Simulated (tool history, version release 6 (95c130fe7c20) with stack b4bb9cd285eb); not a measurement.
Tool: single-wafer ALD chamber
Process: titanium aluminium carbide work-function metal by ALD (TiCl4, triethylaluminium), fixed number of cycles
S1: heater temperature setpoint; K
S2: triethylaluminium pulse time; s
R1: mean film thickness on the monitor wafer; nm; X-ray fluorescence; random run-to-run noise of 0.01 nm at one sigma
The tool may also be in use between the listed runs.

run	hour	S1	S2	R1
1	0.0	588.15	8.83	2.2515
2	6.0	588.15	7.08	2.0722
3	13.1	596.15	7.08	2.1632
4	16.8	587.15	7.08	2.0734
5	20.0	592.15	7.08	2.1119
6	26.8	599.15	7.08	2.1722
7	32.8	598.15	6.90	2.1434
8	41.5	597.15	6.74	2.1146
9	48.6	596.15	6.62	2.0764
10	57.2	595.15	6.55	2.0463

What does the tool deliver on the next run?
11	58.7	595.15	6.52	?

{"run 11": {"R1": 2.0509}}
